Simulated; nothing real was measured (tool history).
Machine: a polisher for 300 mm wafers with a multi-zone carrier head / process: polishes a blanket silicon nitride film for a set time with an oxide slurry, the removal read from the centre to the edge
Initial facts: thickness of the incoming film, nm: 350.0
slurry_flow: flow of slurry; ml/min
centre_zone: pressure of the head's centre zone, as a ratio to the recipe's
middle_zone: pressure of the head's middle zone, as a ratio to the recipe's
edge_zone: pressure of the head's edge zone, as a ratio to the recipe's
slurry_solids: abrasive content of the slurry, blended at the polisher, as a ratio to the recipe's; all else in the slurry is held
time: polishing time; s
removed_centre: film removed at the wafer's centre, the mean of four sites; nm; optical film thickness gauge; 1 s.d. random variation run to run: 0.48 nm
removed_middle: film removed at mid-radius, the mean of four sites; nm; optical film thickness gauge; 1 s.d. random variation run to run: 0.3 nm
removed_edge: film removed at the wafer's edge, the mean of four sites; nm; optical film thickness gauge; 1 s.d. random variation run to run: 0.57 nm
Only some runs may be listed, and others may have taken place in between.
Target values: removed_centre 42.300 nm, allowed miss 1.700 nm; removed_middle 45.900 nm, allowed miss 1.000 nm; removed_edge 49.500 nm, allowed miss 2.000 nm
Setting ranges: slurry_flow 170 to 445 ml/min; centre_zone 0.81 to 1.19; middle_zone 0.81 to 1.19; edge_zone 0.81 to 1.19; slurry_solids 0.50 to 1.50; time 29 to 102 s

Run 1, hour 0.0: slurry_flow 285 ml/min, centre_zone 1.00, middle_zone 1.00, edge_zone 1.00, slurry_solids 1.00, time 65 s. Result: removed_centre 68.655 nm, removed_middle 71.065 nm, removed_edge 71.858 nm.
Run 2, hour 2.0: slurry_flow 275 ml/min, centre_zone 0.96, middle_zone 0.96, edge_zone 0.97, slurry_solids 0.85, time 64 s. Result: removed_centre 62.065 nm, removed_middle 64.902 nm, removed_edge 66.595 nm.
Run 3, hour 8.3: slurry_flow 275 ml/min, centre_zone 0.96, middle_zone 0.96, edge_zone 0.97, slurry_solids 0.95, time 64 s. Result: removed_centre 64.975 nm, removed_middle 67.155 nm, removed_edge 69.798 nm.
Run 4, hour 9.1: slurry_flow 275 ml/min, centre_zone 0.96, middle_zone 0.96, edge_zone 0.97, slurry_solids 0.95, time 76 s. Result: removed_centre 75.981 nm, removed_middle 79.505 nm, removed_edge 82.815 nm.
Run 5, hour 10.6: slurry_flow 270 ml/min, centre_zone 0.93, middle_zone 0.94, edge_zone 0.96, slurry_solids 0.85, time 70 s. Result: removed_centre 67.744 nm, removed_middle 69.465 nm, removed_edge 73.913 nm.
Run 6, hour 18.3: slurry_flow 270 ml/min, centre_zone 0.93, middle_zone 0.94, edge_zone 0.96, slurry_solids 0.85, time 64 s. Result: removed_centre 60.520 nm, removed_middle 64.167 nm, removed_edge 67.700 nm.
Run 7, hour 19.6: slurry_flow 265 ml/min, centre_zone 0.92, middle_zone 0.92, edge_zone 0.95, slurry_solids 0.75, time 61 s. Result: removed_centre 53.622 nm, removed_middle 58.626 nm, removed_edge 62.477 nm.
Run 8, hour 22.0: slurry_flow 255 ml/min, centre_zone 0.94, middle_zone 0.83, edge_zone 0.85, slurry_solids 0.50, time 53 s. Result: removed_centre 43.903 nm, removed_middle 42.062 nm, removed_edge 47.289 nm.
Run 9, hour 29.1: slurry_flow 265 ml/min, centre_zone 0.93, middle_zone 0.85, edge_zone 0.86, slurry_solids 0.50, time 53 s. Result: removed_centre 43.437 nm, removed_middle 42.718 nm, removed_edge 46.336 nm.
Run 10, hour 31.0: slurry_flow 260 ml/min, centre_zone 0.92, middle_zone 0.86, edge_zone 0.88, slurry_solids 0.50, time 53 s. Result: removed_centre 42.600 nm, removed_middle 43.051 nm, removed_edge 46.821 nm.
Run 11, hour 32.7: slurry_flow 260 ml/min, centre_zone 0.91, middle_zone 0.87, edge_zone 0.90, slurry_solids 0.50, time 53 s. Result: removed_centre 41.466 nm, removed_middle 43.707 nm, removed_edge 46.891 nm.
Run 12, hour 35.0: slurry_flow 260 ml/min, centre_zone 0.91, middle_zone 0.87, edge_zone 0.91, slurry_solids 0.50, time 53 s. Result: removed_centre 42.062 nm, removed_middle 43.446 nm, removed_edge 47.653 nm.
Run 13, hour 36.2: slurry_flow 265 ml/min, centre_zone 0.91, middle_zone 0.88, edge_zone 0.92, slurry_solids 0.50, time 53 s. Result: removed_centre 42.380 nm, removed_middle 44.275 nm, removed_edge 48.088 nm.
Run 14, hour 43.9: slurry_flow 270 ml/min, centre_zone 0.91, middle_zone 0.89, edge_zone 0.93, slurry_solids 0.50, time 53 s. Result: removed_centre 43.230 nm, removed_middle 44.257 nm, removed_edge 48.886 nm.

Exactly one of the 4 candidate moves below puts every result within its allowed miss. Which one?
Run A, hour 51.6: slurry_flow 260 ml/min, centre_zone 0.89, middle_zone 0.83, edge_zone 0.91, slurry_solids 0.60, time 52 s. Result: removed_centre ?, removed_middle ?, removed_edge ?.
Run B, hour 51.6: slurry_flow 270 ml/min, centre_zone 1.00, middle_zone 0.93, edge_zone 0.89, slurry_solids 0.55, time 49 s. Result: removed_centre ?, removed_middle ?, removed_edge ?.
Run C, hour 51.6: slurry_flow 220 ml/min, centre_zone 0.92, middle_zone 0.95, edge_zone 1.03, slurry_solids 0.75, time 48 s. Result: removed_centre ?, removed_middle ?, removed_edge ?.
Run D, hour 51.6: slurry_flow 325 ml/min, centre_zone 0.98, middle_zone 0.87, edge_zone 0.94, slurry_solids 0.65, time 49 s. Result: removed_centre ?, removed_middle ?, removed_edge ?.

move  removed_centre  removed_middle  removed_edge
   A          42.038          43.121        48.448
   B          43.770          43.523        44.358
   C          41.949          46.210        49.153
   D          45.302          43.615        47.678
A: moves away from the targets compared with the last run
B: moves away from the targets compared with the last run
C: in spec on every target
D: moves away from the targets compared with the last run
Go with C: it meets all targets.
